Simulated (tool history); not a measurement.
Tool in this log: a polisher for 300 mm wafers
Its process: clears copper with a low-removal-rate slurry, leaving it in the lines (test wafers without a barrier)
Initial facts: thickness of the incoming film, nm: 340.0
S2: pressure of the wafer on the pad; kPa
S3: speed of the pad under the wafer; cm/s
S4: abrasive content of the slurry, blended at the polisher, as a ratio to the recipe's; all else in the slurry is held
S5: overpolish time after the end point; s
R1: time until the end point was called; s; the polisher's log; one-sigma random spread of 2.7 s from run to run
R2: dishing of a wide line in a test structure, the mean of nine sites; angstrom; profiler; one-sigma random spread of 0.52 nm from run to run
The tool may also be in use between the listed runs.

Run 1, day 0: flow of slurry (ml/min) 310, S2 18.6 kPa, S3 98 cm/s, S4 1, S5 28 s. Result: R1 102.44 s, R2 465.84 angstrom.
Run 2, day 0.142: flow of slurry (ml/min) 385, S2 18.6 kPa, S3 98 cm/s, S4 1, S5 28 s. Result: R1 103.66 s, R2 469.89 angstrom.
Run 3, day 0.188: flow of slurry (ml/min) 385, S2 17.9 kPa, S3 98 cm/s, S4 1, S5 29 s. Result: R1 103.29 s, R2 448.46 angstrom.
Run 4, day 0.438: flow of slurry (ml/min) 385, S2 17.9 kPa, S3 98 cm/s, S4 1, S5 22 s. Result: R1 108.27 s, R2 391.82 angstrom.
Run 5, day 0.542: flow of slurry (ml/min) 460, S2 17.9 kPa, S3 98 cm/s, S4 1, S5 22 s. Result: R1 105.19 s, R2 395.59 angstrom.
Run 6, day 0.575: flow of slurry (ml/min) 460, S2 17.2 kPa, S3 96 cm/s, S4 1, S5 24 s. Result: R1 112.46 s, R2 401.72 angstrom.
Run 7, day 0.654: flow of slurry (ml/min) 460, S2 16.5 kPa, S3 96 cm/s, S4 1, S5 26 s. Result: R1 117.02 s, R2 415.77 angstrom.

For run 8, what comes out?
Run 8, day 0.683: flow of slurry (ml/min) 460, S2 15.9 kPa, S3 96 cm/s, S4 1, S5 27 s. Result: R1 ?, R2 ?.

Run 8 came out at R1 122 s, R2 409.51 angstrom.

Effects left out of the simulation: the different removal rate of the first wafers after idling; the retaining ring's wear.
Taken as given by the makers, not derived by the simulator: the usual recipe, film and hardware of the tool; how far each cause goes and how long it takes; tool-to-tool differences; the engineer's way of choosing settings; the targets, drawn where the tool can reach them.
